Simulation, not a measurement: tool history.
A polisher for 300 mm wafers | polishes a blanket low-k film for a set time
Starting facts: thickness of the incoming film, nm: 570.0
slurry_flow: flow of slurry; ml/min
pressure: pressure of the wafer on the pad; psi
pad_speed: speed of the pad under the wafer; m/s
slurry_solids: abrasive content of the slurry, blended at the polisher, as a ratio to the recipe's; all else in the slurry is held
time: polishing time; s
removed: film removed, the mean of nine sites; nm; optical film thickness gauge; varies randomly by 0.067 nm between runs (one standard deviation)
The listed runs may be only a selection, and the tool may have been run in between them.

run	hour	slurry_flow	pressure	pad_speed	slurry_solids	time	removed
1	0	215	1.7	1.22	1	33	11.509
2	6.2	215	1.6	1.22	1	33	10.747
3	9.6	215	1.5	1.22	1	33	10.017
4	16.3	215	1.5	1.22	0.9	33	9.4832
5	23.8	195	1.5	1.22	0.9	33	9.5252
6	30.4	195	1.5	1.38	0.9	33	10.322
7	36.2	195	1.4	1.38	0.9	33	9.7777
8	45.1	185	0.9	1.36	0.9	33	6.2861
9	46.6	190	0.9	1.36	0.9	33	6.3272
10	49.6	195	0.9	1.36	0.9	33	6.3295
11	54.9	200	1	1.36	0.9	33	7.0283
12	62.8	205	1	1.36	0.9	33	6.9813
13	65.7	210	1	1.36	0.9	33	7.1029
14	70	230	1.1	1.36	0.9	33	7.7481
15	72.1	225	1.1	1.36	0.9	33	7.7452
16	72.9	220	1.1	1.36	0.9	33	7.795
17	80.4	215	1.1	1.36	0.9	33	7.5501
18	82.7	210	1.1	1.36	0.9	33	7.5833
19	86.3	205	1.1	1.36	0.9	33	7.5921
20	87.8	200	1.1	1.36	0.9	33	7.7142

Expected results for the next run?
21	90	200	1	1.36	0.9	33	?

{"run 21": {"removed": 6.9979}}
